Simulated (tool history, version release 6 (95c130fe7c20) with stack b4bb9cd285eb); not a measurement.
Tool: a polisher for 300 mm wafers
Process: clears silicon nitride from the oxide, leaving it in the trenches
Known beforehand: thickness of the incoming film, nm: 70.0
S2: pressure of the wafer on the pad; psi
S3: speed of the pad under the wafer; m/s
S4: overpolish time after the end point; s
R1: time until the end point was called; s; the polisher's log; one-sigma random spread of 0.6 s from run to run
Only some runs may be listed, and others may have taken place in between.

run 1 hour=0 | flow_of_slurry_(ml/min)=250 S2=2.9 S3=0.88 S4=44 | R1=81.611
run 2 hour=6 | flow_of_slurry_(ml/min)=250 S2=3.3 S3=0.9 S4=44 | R1=73.204
run 3 hour=13.2 | flow_of_slurry_(ml/min)=185 S2=3.3 S3=0.9 S4=44 | R1=77.033
run 4 hour=18.5 | flow_of_slurry_(ml/min)=185 S2=3.3 S3=0.98 S4=44 | R1=72.174
run 5 hour=21.6 | flow_of_slurry_(ml/min)=150 S2=3.3 S3=0.98 S4=44 | R1=75.111
run 6 hour=29.8 | flow_of_slurry_(ml/min)=180 S2=3.6 S3=0.98 S4=44 | R1=65.752
run 7 hour=34.7 | flow_of_slurry_(ml/min)=205 S2=3.8 S3=0.98 S4=44 | R1=62.814
run 8 hour=39.3 | flow_of_slurry_(ml/min)=215 S2=4 S3=1 S4=44 | R1=58.725

What does the tool deliver on the next run?
run 9 hour=47.4 | flow_of_slurry_(ml/min)=225 S2=4.1 S3=1.02 S4=44 | R1=?

{"run 9": {"R1": 55.65}}
